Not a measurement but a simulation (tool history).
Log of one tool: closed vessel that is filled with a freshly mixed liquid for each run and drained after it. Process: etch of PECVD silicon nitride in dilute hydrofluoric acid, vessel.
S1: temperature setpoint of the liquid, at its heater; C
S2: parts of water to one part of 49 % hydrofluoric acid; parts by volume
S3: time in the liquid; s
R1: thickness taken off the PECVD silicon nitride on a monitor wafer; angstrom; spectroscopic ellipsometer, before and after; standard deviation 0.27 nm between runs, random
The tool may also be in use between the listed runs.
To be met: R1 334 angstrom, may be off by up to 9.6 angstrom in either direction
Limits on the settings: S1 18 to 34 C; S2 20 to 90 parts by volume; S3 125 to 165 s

run,day,S1,S2,S3,R1
1,0,26,50,165,181.17
2,0.125,28,50,165,206.81
3,0.504,29.5,50,165,225.71
4,0.583,29.5,50,165,223.21
5,0.767,30.5,50,165,242.1
6,1.033,30.5,50,165,245.61
7,1.108,31.5,50,165,262.59
8,1.238,32,50,165,268.12
9,1.358,32.5,50,165,275.58
10,1.683,33,50,165,284.16

Which one of the following 5 next-run settings gets every result inside its allowed miss? There is exactly one.
A,2.008,33,40,165,?
B,2.008,32.5,40,150,?
C,2.008,32,35,155,?
D,2.008,32,40,150,?
E,2.008,33,40,155,?

move,R1
A,357.23
B,314.59
C,359.08
D,304.71
E,335.58
A: moves the result that the last run missed by most past its target, out the other side
B: better than the last run, though not everything is in spec
C: moves the result that the last run missed by most past its target, out the other side
D: better than the last run, though not everything is in spec
E: all results in spec
The move that meets every target is E.

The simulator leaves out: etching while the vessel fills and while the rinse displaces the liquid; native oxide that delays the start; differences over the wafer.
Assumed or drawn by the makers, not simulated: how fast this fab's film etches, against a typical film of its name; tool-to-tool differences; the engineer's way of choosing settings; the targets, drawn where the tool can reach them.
